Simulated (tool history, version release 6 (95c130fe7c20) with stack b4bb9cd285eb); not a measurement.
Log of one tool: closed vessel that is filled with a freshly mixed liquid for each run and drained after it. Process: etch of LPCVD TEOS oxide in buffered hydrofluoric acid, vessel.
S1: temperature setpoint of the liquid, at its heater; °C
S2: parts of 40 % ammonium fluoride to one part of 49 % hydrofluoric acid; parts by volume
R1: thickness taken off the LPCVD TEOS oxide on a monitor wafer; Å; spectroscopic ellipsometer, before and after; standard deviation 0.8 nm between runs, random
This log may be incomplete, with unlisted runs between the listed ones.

run 1 day=0 | S1=25 S2=21 time_in_the_liquid_(s)=30 | R1=502.05
run 2 day=0.317 | S1=25 S2=21 time_in_the_liquid_(s)=30 | R1=502.61
run 3 day=0.504 | S1=25 S2=21 time_in_the_liquid_(s)=30 | R1=499.13
run 4 day=0.65 | S1=25.5 S2=19.5 time_in_the_liquid_(s)=30 | R1=548.96
run 5 day=1.004 | S1=25.5 S2=15.5 time_in_the_liquid_(s)=30 | R1=676.66
run 6 day=1.192 | S1=25.5 S2=15.5 time_in_the_liquid_(s)=30 | R1=686.1
run 7 day=1.546 | S1=26 S2=15 time_in_the_liquid_(s)=30 | R1=717.35
run 8 day=1.808 | S1=26.5 S2=14.5 time_in_the_liquid_(s)=30 | R1=772.58
run 9 day=1.967 | S1=27 S2=14.5 time_in_the_liquid_(s)=30 | R1=788.83
run 10 day=2.262 | S1=27.5 S2=14.5 time_in_the_liquid_(s)=30 | R1=806.44
run 11 day=2.533 | S1=28 S2=14 time_in_the_liquid_(s)=30 | R1=855.03
run 12 day=2.792 | S1=32 S2=11 time_in_the_liquid_(s)=30 | R1=1346.1

Run 13 comes next. What will it give?
run 13 day=2.9 | S1=31 S2=11 time_in_the_liquid_(s)=30 | R1=?

{"run 13": {"R1": 1269}}
